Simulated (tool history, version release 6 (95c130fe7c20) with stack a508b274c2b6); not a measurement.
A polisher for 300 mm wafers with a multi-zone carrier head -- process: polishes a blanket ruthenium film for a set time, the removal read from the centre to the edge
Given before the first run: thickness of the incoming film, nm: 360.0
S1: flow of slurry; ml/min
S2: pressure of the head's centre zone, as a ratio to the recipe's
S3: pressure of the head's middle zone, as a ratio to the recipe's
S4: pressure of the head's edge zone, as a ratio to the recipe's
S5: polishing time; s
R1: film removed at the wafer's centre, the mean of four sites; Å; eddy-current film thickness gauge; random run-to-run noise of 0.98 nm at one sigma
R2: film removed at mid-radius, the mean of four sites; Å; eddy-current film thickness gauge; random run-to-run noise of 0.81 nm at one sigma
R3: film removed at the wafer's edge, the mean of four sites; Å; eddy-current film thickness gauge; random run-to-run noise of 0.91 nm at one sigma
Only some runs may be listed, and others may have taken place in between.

run    day   S1    S2    S3    S4  S5      R1      R2      R3
  1  0.000  170  1.00  1.00  1.00  87  814.02  839.46  840.19
  2  0.367  170  1.00  1.00  0.95  87  804.77  846.68  809.53
  3  0.529  145  1.00  1.00  0.95  87  810.31  824.64  797.15
  4  0.725  145  1.00  0.97  0.95  87  802.39  797.59  793.65
  5  1.058  165  0.99  1.02  0.99  91  842.65  886.78  854.10
  6  1.208  185  0.97  1.05  1.03  95  871.16  970.85  904.00

Expected results for the next run?
  7  1.333  200  0.95  1.06  1.07  99   ?   ?   ?

R1: 918.72 Å
R2: 1032.00 Å
R3: 989.47 Å

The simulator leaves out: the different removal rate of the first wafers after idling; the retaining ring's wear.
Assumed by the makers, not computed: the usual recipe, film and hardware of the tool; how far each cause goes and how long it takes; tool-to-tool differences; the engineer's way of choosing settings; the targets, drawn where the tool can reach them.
